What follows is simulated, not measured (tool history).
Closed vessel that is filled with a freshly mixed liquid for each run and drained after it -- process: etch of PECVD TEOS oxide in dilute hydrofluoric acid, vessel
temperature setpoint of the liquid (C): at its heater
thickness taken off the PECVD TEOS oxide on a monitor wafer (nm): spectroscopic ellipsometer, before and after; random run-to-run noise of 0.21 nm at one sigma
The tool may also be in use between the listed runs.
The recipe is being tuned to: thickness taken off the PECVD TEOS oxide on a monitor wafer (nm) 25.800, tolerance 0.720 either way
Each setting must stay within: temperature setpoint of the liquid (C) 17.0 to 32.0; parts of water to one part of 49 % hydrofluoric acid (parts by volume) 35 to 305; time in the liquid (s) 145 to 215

run,hour,temperature setpoint of the liquid (C),parts of water to one part of 49 % hydrofluoric acid (parts by volume),time in the liquid (s),thickness taken off the PECVD TEOS oxide on a monitor wafer (nm)
1,0.0,24.0,170,215,17.831
2,2.4,25.0,170,215,18.733
3,3.1,25.0,190,215,16.628
4,7.8,21.5,190,215,14.254
5,16.3,22.5,185,215,15.533
6,20.7,20.0,185,215,13.983
7,28.3,21.0,180,215,14.811
8,32.7,22.0,180,215,15.865
9,34.7,23.0,180,215,16.194
10,39.3,24.0,180,215,16.920
11,47.8,25.0,180,215,17.556
12,55.6,25.5,180,215,17.914
13,56.6,26.0,180,215,18.183
14,59.8,26.5,180,215,18.721
15,68.6,30.5,160,215,24.248

Pick the move, out of 4, that brings all results within their allowed miss; only one does.
A,77.4,31.0,150,215,?
B,77.4,32.0,150,210,?
C,77.4,30.5,130,150,?
D,77.4,25.0,130,215,?

move,thickness taken off the PECVD TEOS oxide on a monitor wafer (nm)
A,26.847
B,27.168
C,21.809
D,25.452
A: moves the result that the last run missed by most past its target, out the other side
B: moves the result that the last run missed by most past its target, out the other side
C: moves away from the targets compared with the last run
D: all results land within tolerance of their targets
D meets every target.
